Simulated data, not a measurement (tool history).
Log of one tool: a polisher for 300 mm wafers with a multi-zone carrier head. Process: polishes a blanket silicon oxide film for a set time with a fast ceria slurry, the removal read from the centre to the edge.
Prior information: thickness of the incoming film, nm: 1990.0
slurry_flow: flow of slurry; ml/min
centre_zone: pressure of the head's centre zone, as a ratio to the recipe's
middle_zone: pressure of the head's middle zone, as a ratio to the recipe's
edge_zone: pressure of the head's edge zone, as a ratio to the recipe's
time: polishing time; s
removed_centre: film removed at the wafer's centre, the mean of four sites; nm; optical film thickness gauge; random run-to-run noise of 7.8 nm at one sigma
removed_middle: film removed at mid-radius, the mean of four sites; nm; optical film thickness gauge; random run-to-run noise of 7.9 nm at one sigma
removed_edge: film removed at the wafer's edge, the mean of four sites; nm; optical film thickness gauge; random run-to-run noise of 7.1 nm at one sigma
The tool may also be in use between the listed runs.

Run 1, day 0: slurry_flow 215 ml/min, centre_zone 1, middle_zone 1, edge_zone 1, time 39 s. Result: removed_centre 765.37 nm, removed_middle 733.77 nm, removed_edge 775.24 nm.
Run 2, day 0.138: slurry_flow 215 ml/min, centre_zone 1, middle_zone 1.08, edge_zone 1, time 39 s. Result: removed_centre 762.95 nm, removed_middle 788.69 nm, removed_edge 768.52 nm.
Run 3, day 0.329: slurry_flow 225 ml/min, centre_zone 1, middle_zone 1.09, edge_zone 1.02, time 39 s. Result: removed_centre 763.38 nm, removed_middle 787.99 nm, removed_edge 788.55 nm.
Run 4, day 0.362: slurry_flow 225 ml/min, centre_zone 1, middle_zone 1.09, edge_zone 0.94, time 39 s. Result: removed_centre 757.12 nm, removed_middle 815.55 nm, removed_edge 757.84 nm.
Run 5, day 0.729: slurry_flow 225 ml/min, centre_zone 1.07, middle_zone 1.09, edge_zone 0.94, time 39 s. Result: removed_centre 811.8 nm, removed_middle 799.54 nm, removed_edge 760.47 nm.
Run 6, day 0.771: slurry_flow 235 ml/min, centre_zone 1.05, middle_zone 1.1, edge_zone 0.96, time 39 s. Result: removed_centre 792.11 nm, removed_middle 803.55 nm, removed_edge 784.96 nm.
Run 7, day 1.117: slurry_flow 245 ml/min, centre_zone 1.05, middle_zone 1.11, edge_zone 0.96, time 39 s. Result: removed_centre 812.51 nm, removed_middle 808.33 nm, removed_edge 778.41 nm.
Run 8, day 1.458: slurry_flow 245 ml/min, centre_zone 1.03, middle_zone 1.12, edge_zone 0.98, time 39 s. Result: removed_centre 796.94 nm, removed_middle 816.81 nm, removed_edge 771.68 nm.

For run 9, what comes out?
Run 9, day 1.758: slurry_flow 235 ml/min, centre_zone 1.02, middle_zone 1.12, edge_zone 1, time 40 s. Result: removed_centre ?, removed_middle ?, removed_edge ?.

For run 9 the tool returned removed_centre 791.87 nm, removed_middle 840.48 nm, removed_edge 807.05 nm.
